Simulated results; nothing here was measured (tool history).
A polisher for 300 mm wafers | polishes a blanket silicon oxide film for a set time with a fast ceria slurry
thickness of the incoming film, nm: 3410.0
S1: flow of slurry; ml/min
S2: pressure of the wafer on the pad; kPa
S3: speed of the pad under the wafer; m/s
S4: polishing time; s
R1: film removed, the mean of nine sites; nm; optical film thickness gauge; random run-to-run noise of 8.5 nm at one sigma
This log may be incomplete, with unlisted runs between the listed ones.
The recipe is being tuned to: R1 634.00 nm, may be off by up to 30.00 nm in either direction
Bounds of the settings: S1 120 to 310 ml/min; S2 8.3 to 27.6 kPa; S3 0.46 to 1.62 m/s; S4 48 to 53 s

Run 1, hour 0.0: S1 200 ml/min, S2 17.9 kPa, S3 1.04 m/s, S4 53 s. Result: R1 865.48 nm.
Run 2, hour 5.4: S1 200 ml/min, S2 17.9 kPa, S3 1.04 m/s, S4 53 s. Result: R1 852.33 nm.
Run 3, hour 6.2: S1 220 ml/min, S2 17.9 kPa, S3 1.04 m/s, S4 53 s. Result: R1 894.25 nm.
Run 4, hour 7.6: S1 240 ml/min, S2 17.9 kPa, S3 1.04 m/s, S4 53 s. Result: R1 865.03 nm.
Run 5, hour 10.4: S1 240 ml/min, S2 17.9 kPa, S3 1.04 m/s, S4 53 s. Result: R1 875.21 nm.
Run 6, hour 12.5: S1 240 ml/min, S2 16.5 kPa, S3 1.04 m/s, S4 53 s. Result: R1 823.29 nm.
Run 7, hour 18.7: S1 240 ml/min, S2 15.2 kPa, S3 1.04 m/s, S4 53 s. Result: R1 788.93 nm.
Run 8, hour 21.6: S1 240 ml/min, S2 13.8 kPa, S3 1.04 m/s, S4 53 s. Result: R1 742.54 nm.

Pick the move, out of 4, that brings all results within their allowed miss; only one does.
Run A, hour 24.5: S1 245 ml/min, S2 15.2 kPa, S3 0.94 m/s, S4 53 s. Result: R1 ?.
Run B, hour 24.5: S1 185 ml/min, S2 13.1 kPa, S3 1.08 m/s, S4 53 s. Result: R1 ?.
Run C, hour 24.5: S1 215 ml/min, S2 13.1 kPa, S3 1.02 m/s, S4 48 s. Result: R1 ?.
Run D, hour 24.5: S1 215 ml/min, S2 13.1 kPa, S3 1.28 m/s, S4 53 s. Result: R1 ?.

move      R1
   A  696.07
   B  706.80
   C  615.23
   D  847.18
A: better than the last run, though not everything is in spec
B: better than the last run, though not everything is in spec
C: each result inside its tolerance
D: the biggest miss grows against the last run
Correct choice: C, which meets every target

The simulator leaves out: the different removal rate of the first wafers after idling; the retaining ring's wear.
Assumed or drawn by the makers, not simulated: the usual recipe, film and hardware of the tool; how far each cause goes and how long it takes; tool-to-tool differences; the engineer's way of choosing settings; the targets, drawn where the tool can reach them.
